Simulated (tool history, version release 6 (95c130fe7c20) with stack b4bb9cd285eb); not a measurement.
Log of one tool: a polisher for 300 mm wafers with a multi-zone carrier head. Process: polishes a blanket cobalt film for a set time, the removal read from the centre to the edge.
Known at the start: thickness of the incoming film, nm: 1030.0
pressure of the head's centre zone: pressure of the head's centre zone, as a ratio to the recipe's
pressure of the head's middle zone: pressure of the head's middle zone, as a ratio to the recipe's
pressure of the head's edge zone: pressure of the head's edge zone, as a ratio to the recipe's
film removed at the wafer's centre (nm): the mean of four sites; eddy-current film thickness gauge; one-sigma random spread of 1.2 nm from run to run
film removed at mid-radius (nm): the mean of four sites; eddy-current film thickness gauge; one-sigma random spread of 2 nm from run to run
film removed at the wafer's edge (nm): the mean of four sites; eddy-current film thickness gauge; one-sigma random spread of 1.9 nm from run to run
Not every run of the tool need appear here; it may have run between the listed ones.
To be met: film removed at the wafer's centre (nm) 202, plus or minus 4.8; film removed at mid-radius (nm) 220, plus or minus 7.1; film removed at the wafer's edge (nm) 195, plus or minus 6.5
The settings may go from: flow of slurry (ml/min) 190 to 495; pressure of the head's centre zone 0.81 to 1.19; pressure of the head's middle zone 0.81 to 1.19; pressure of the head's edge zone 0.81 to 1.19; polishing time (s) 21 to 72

run,hour,flow of slurry (ml/min),pressure of the head's centre zone,pressure of the head's middle zone,pressure of the head's edge zone,polishing time (s),film removed at the wafer's centre (nm),film removed at mid-radius (nm),film removed at the wafer's edge (nm)
1,0,320,1,1,1,46,302.65,299.7,303.26
2,3.7,320,0.99,1.01,0.98,44,284.15,295.68,285.38
3,9.6,320,0.99,1,0.96,42,274.67,280.39,269.46
4,17.4,320,0.98,0.99,0.94,41,263.68,265.99,260.73
5,25.9,240,0.98,0.99,0.94,41,256.23,261.99,260.82
6,34.6,240,0.98,0.99,0.89,41,255.85,259.57,248.22
7,40.1,255,0.97,0.99,0.88,40,249.63,258.09,244.5
8,42.8,270,0.97,0.99,0.87,39,243.25,246.06,243.51
9,48.6,260,0.97,1.01,0.86,38,238.85,248.93,234.49
10,56.9,260,0.97,1.02,0.85,37,231.01,242.38,224.34
11,57.6,260,0.97,1.02,0.85,36,225.98,237.58,219.88
12,65.7,260,0.97,1.02,0.85,35,220.18,223.98,213.36
13,70.3,255,0.95,1.09,0.81,31,189.72,213.89,184.2
14,74.5,260,0.95,1.09,0.82,31,190.05,211.15,186.1
15,76.9,265,0.95,1.09,0.83,31,191.3,217.57,185.3

Pick the move, out of 5, that brings all results within their allowed miss; only one does.
A,79.3,295,0.94,1.1,0.81,31,?,?,?
B,79.3,240,0.99,1.08,0.85,32,?,?,?
C,79.3,285,0.94,1,0.9,31,?,?,?
D,79.3,195,0.99,0.98,0.82,33,?,?,?
E,79.3,245,0.89,1.04,0.93,31,?,?,?

move,film removed at the wafer's centre (nm),film removed at mid-radius (nm),film removed at the wafer's edge (nm)
A,191.19,222.97,187.27
B,200.11,221.15,192.47
C,190.29,204.84,192.74
D,199.43,203.79,192.36
E,178.96,208.08,191.96
A: just as far off the targets as the last run
B: all results land within tolerance of their targets
C: moves away from the targets compared with the last run
D: puts the biggest miss on target and leaves a different result outside tolerance
E: moves away from the targets compared with the last run
Go with B: it meets all targets.
